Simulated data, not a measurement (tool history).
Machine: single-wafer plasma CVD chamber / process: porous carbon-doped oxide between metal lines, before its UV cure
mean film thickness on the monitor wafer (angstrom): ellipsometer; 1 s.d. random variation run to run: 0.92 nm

run,hour,heater temperature setpoint (K),RF power (kW),deposition time (s),mean film thickness on the monitor wafer (angstrom)
1,0.0,593.15,0.575,23.0,1138.6
2,1.0,589.15,0.575,23.0,1171.6
3,5.1,587.15,0.595,23.0,1216.5
4,10.3,579.15,0.595,23.0,1266.1
5,14.0,578.15,0.610,23.0,1297.8
6,15.5,587.15,0.610,23.0,1246.6

Run 7 is up next; what results do you expect?
7,21.2,585.15,0.625,23.0,?

Logged for run 7: mean film thickness on the monitor wafer (angstrom) 1281.9.
